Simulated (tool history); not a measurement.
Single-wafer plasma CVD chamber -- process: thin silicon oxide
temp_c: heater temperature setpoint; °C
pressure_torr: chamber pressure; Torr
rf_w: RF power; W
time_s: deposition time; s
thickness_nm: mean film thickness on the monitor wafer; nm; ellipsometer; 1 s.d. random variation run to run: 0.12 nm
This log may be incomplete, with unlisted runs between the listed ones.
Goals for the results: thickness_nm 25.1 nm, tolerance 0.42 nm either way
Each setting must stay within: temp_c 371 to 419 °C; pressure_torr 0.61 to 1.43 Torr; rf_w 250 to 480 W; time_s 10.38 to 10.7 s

Run 1, hour 0: temp_c 395 °C, pressure_torr 1.02 Torr, rf_w 365 W, time_s 10.38 s. Result: thickness_nm 22.99 nm.
Run 2, hour 1.6: temp_c 395 °C, pressure_torr 1.02 Torr, rf_w 395 W, time_s 10.38 s. Result: thickness_nm 23.351 nm.
Run 3, hour 6.1: temp_c 395 °C, pressure_torr 1.04 Torr, rf_w 395 W, time_s 10.38 s. Result: thickness_nm 24.041 nm.
Run 4, hour 9.2: temp_c 395 °C, pressure_torr 1.05 Torr, rf_w 395 W, time_s 10.38 s. Result: thickness_nm 24.296 nm.
Run 5, hour 15.7: temp_c 395 °C, pressure_torr 1.05 Torr, rf_w 345 W, time_s 10.38 s. Result: thickness_nm 22.7 nm.
Run 6, hour 24.3: temp_c 395 °C, pressure_torr 0.97 Torr, rf_w 345 W, time_s 10.38 s. Result: thickness_nm 21.672 nm.
Run 7, hour 26.3: temp_c 395 °C, pressure_torr 1.02 Torr, rf_w 345 W, time_s 10.38 s. Result: thickness_nm 22.485 nm.
Run 8, hour 28.1: temp_c 395 °C, pressure_torr 1.02 Torr, rf_w 345 W, time_s 10.38 s. Result: thickness_nm 22.386 nm.

4 next moves are on the table. One of them brings every result within its allowed miss. Which?
Run A, hour 29.9: temp_c 384 °C, pressure_torr 0.99 Torr, rf_w 335 W, time_s 10.41 s. Result: thickness_nm ?.
Run B, hour 29.9: temp_c 391 °C, pressure_torr 1.09 Torr, rf_w 375 W, time_s 10.7 s. Result: thickness_nm ?.
Run C, hour 29.9: temp_c 396 °C, pressure_torr 1.09 Torr, rf_w 350 W, time_s 10.7 s. Result: thickness_nm ?.
Run D, hour 29.9: temp_c 404 °C, pressure_torr 1.05 Torr, rf_w 370 W, time_s 10.49 s. Result: thickness_nm ?.

move  thickness_nm
   A        21.904
   B        24.915
   C          24.2
   D        23.555
A: lands further from the targets than the last run did
B: all results in spec
C: nearer than the last run, and not there yet
D: nearer than the last run, and not there yet
B is the move that brings every result within its allowed miss.
